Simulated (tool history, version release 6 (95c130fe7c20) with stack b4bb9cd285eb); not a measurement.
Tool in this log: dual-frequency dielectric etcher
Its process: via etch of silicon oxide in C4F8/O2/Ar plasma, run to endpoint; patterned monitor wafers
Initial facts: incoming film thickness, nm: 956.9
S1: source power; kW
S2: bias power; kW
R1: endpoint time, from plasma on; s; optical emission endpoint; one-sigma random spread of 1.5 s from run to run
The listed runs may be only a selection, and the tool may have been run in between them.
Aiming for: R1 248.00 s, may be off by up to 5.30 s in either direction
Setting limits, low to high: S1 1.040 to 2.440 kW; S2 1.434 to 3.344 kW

run,hour,S1,S2,R1
1,0.0,1.740,2.389,191.65
2,7.0,1.740,2.794,180.53
3,13.5,1.740,3.122,170.65
4,15.0,1.560,2.784,186.17
5,22.2,1.820,2.784,176.87
6,29.6,1.620,2.501,193.43
7,33.3,1.470,2.302,207.10
8,35.3,1.360,2.172,217.14
9,38.8,1.280,2.079,227.53
10,42.8,1.220,2.039,230.81
11,50.3,1.180,1.995,237.09
12,52.3,1.150,1.980,244.45
13,59.4,1.140,1.978,243.52
14,64.3,1.130,1.975,241.79

Exactly one of the 5 candidate moves below puts every result within its allowed miss. Which one?
A,69.2,1.250,1.892,?
B,69.2,1.240,1.921,?
C,69.2,1.560,1.708,?
D,69.2,1.140,2.016,?
E,69.2,1.120,1.873,?

move,R1
A,237.54
B,236.62
C,229.19
D,238.70
E,248.27
A: further off than the last run
B: further off than the last run
C: further off than the last run
D: further off than the last run
E: hits every target within its allowed miss
The right move is E.
